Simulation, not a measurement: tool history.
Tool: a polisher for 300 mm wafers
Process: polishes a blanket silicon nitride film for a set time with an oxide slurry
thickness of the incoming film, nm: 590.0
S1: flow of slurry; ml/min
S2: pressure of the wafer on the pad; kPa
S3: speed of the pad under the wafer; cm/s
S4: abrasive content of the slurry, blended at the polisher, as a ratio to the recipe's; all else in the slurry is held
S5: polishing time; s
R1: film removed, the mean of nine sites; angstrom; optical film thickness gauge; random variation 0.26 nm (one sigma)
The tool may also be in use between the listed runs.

| run | hour | S1 | S2 | S3 | S4 | S5 | R1 |
|---|---|---|---|---|---|---|---|
| 1 | 0.0 | 165 | 33.1 | 114 | 1.00 | 47 | 500.91 |
| 2 | 6.8 | 160 | 29.6 | 114 | 1.00 | 47 | 447.90 |
| 3 | 15.0 | 160 | 29.6 | 114 | 0.85 | 47 | 415.38 |
| 4 | 17.6 | 160 | 29.6 | 114 | 0.85 | 42 | 364.64 |
| 5 | 18.9 | 160 | 36.5 | 114 | 0.85 | 42 | 451.04 |
| 6 | 23.2 | 160 | 36.5 | 114 | 0.95 | 42 | 478.92 |
| 7 | 31.1 | 155 | 33.1 | 114 | 0.95 | 42 | 433.58 |
| 8 | 32.6 | 150 | 30.3 | 114 | 0.95 | 42 | 387.16 |

Run 9 comes next. What will it give?
| 9 | 36.7 | 125 | 20.7 | 112 | 0.95 | 42 | ? |

R1: 257.83 angstrom

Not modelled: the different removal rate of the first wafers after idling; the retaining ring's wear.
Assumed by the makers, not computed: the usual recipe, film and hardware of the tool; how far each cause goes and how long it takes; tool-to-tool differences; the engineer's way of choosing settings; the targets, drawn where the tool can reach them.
